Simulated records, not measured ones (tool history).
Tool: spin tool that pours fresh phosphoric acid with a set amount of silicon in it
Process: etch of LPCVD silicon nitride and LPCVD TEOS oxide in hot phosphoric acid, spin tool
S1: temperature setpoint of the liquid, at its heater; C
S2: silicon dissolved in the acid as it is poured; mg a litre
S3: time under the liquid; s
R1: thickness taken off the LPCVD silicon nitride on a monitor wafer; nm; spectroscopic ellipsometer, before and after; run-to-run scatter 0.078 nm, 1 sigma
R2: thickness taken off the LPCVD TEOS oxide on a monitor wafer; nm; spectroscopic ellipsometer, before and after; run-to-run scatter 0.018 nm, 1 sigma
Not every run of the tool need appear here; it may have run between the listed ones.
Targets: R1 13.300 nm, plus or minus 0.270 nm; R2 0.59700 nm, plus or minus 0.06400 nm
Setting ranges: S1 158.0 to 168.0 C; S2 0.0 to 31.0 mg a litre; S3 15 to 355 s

run 1 hour=0.0 | S1=163.0 S2=13.5 S3=180 | R1=18.614 R2=0.80795
run 2 hour=1.0 | S1=162.0 S2=11.5 S3=170 | R1=17.101 R2=0.75695
run 3 hour=5.5 | S1=161.0 S2=10.5 S3=165 | R1=16.048 R2=0.70652
run 4 hour=8.4 | S1=161.0 S2=4.5 S3=165 | R1=15.939 R2=0.84072
run 5 hour=9.6 | S1=161.0 S2=7.5 S3=165 | R1=16.047 R2=0.75689
run 6 hour=16.2 | S1=161.0 S2=7.5 S3=195 | R1=19.017 R2=0.87271
run 7 hour=20.8 | S1=160.5 S2=7.0 S3=185 | R1=17.545 R2=0.82964
run 8 hour=25.4 | S1=160.0 S2=7.0 S3=175 | R1=16.423 R2=0.75584
run 9 hour=28.1 | S1=159.5 S2=6.5 S3=170 | R1=15.623 R2=0.69983
run 10 hour=33.6 | S1=159.0 S2=6.0 S3=165 | R1=14.946 R2=0.65646
run 11 hour=41.1 | S1=159.0 S2=5.5 S3=160 | R1=14.452 R2=0.63525
run 12 hour=43.5 | S1=159.0 S2=5.0 S3=160 | R1=14.477 R2=0.66479
run 13 hour=52.1 | S1=158.5 S2=4.5 S3=155 | R1=13.710 R2=0.60807
run 14 hour=55.1 | S1=158.5 S2=4.5 S3=155 | R1=13.956 R2=0.61713
run 15 hour=62.8 | S1=158.5 S2=4.0 S3=155 | R1=13.772 R2=0.64021
run 16 hour=67.3 | S1=158.0 S2=4.0 S3=155 | R1=13.616 R2=0.60622

Which of these 4 next moves meets every target?
run A hour=71.8 | S1=158.0 S2=6.0 S3=160 | R1=? R2=?
run B hour=71.8 | S1=159.5 S2=3.0 S3=150 | R1=? R2=?
run C hour=71.8 | S1=160.5 S2=8.0 S3=140 | R1=? R2=?
run D hour=71.8 | S1=159.0 S2=6.5 S3=155 | R1=? R2=?

move=A R1=13.953 R2=0.59123
move=B R1=13.753 R2=0.65705
move=C R1=13.270 R2=0.59646
move=D R1=13.977 R2=0.61037
A: further off than the last run
B: further off than the last run
C: in spec on every target
D: further off than the last run
C is the move that brings every result within its allowed miss.

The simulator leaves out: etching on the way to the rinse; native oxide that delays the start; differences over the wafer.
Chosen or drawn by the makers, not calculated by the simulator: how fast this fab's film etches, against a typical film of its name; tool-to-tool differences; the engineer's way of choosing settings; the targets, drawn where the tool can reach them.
